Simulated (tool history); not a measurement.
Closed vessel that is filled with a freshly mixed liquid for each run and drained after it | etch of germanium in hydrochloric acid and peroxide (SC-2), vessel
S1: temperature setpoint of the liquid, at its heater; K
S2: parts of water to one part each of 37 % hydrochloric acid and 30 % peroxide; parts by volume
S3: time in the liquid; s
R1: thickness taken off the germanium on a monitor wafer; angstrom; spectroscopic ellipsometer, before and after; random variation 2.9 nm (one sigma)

run	hour	S1	S2	S3	R1
1	0	333.15	11	95	2753
2	1.2	334.15	11	95	2815.2
3	7.1	335.15	11	95	2919.3
4	11.8	336.15	11	95	2988.5
5	16.5	336.65	11	95	3006.9
6	24	337.65	11	95	3161.2
7	32.7	338.15	11	95	3144.8

Forecast run 8:
8	36.4	338.65	11	95	?

R1: 3195.5 angstrom

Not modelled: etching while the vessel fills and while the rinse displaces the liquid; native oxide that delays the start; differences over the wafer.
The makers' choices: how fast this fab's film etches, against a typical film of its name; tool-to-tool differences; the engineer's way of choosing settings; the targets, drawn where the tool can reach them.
